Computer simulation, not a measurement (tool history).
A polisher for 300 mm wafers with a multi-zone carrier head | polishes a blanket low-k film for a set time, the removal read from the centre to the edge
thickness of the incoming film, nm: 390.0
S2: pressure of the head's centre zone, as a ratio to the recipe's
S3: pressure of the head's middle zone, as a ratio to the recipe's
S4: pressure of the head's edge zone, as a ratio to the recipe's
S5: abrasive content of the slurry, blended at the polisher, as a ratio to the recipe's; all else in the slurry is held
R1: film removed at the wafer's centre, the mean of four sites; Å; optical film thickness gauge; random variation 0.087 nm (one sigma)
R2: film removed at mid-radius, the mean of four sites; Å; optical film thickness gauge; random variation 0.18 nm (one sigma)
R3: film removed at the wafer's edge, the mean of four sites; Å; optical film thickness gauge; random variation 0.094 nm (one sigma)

{"run": 1, "hour": 0.0, "flow of slurry (ml/min)": 245, "S2": 1, "S3": 1, "S4": 1, "S5": 1, "polishing time (s)": 50, "R1": 261.62, "R2": 265.56, "R3": 265.47}
{"run": 2, "hour": 2.4, "flow of slurry (ml/min)": 235, "S2": 0.95, "S3": 0.97, "S4": 0.96, "S5": 0.85, "polishing time (s)": 44, "R1": 203.05, "R2": 211.5, "R3": 212.49}
{"run": 3, "hour": 4.0, "flow of slurry (ml/min)": 225, "S2": 0.91, "S3": 0.95, "S4": 0.92, "S5": 0.75, "polishing time (s)": 41, "R1": 169.74, "R2": 179.95, "R3": 182.37}
{"run": 4, "hour": 8.3, "flow of slurry (ml/min)": 215, "S2": 0.89, "S3": 0.94, "S4": 0.89, "S5": 0.65, "polishing time (s)": 39, "R1": 149.1, "R2": 161.63, "R3": 158.32}
{"run": 5, "hour": 9.3, "flow of slurry (ml/min)": 215, "S2": 0.89, "S3": 0.94, "S4": 0.89, "S5": 0.65, "polishing time (s)": 34, "R1": 128.79, "R2": 143.26, "R3": 139.22}
{"run": 6, "hour": 14.5, "flow of slurry (ml/min)": 215, "S2": 0.89, "S3": 0.94, "S4": 0.89, "S5": 0.65, "polishing time (s)": 39, "R1": 146.15, "R2": 159.34, "R3": 161.79}
{"run": 7, "hour": 21.5, "flow of slurry (ml/min)": 215, "S2": 0.88, "S3": 0.93, "S4": 0.87, "S5": 0.6, "polishing time (s)": 38, "R1": 136.86, "R2": 146.46, "R3": 149.7}
{"run": 8, "hour": 22.4, "flow of slurry (ml/min)": 205, "S2": 0.87, "S3": 0.93, "S4": 0.85, "S5": 0.55, "polishing time (s)": 38, "R1": 129.28, "R2": 140.67, "R3": 140.99}
{"run": 9, "hour": 29.3, "flow of slurry (ml/min)": 195, "S2": 0.86, "S3": 0.93, "S4": 0.84, "S5": 0.55, "polishing time (s)": 38, "R1": 127.54, "R2": 141.82, "R3": 140.57}
{"run": 10, "hour": 38.3, "flow of slurry (ml/min)": 190, "S2": 0.85, "S3": 0.92, "S4": 0.83, "S5": 0.55, "polishing time (s)": 38, "R1": 123.94, "R2": 137.53, "R3": 141.47}

The next listed run, before its measurement:
{"run": 11, "hour": 41.9, "flow of slurry (ml/min)": 190, "S2": 0.85, "S3": 0.92, "S4": 0.82, "S5": 0.55, "polishing time (s)": 38, "R1": "?", "R2": "?", "R3": "?"}

{"run 11": {"R1": 125.65, "R2": 140.35, "R3": 140.86}}
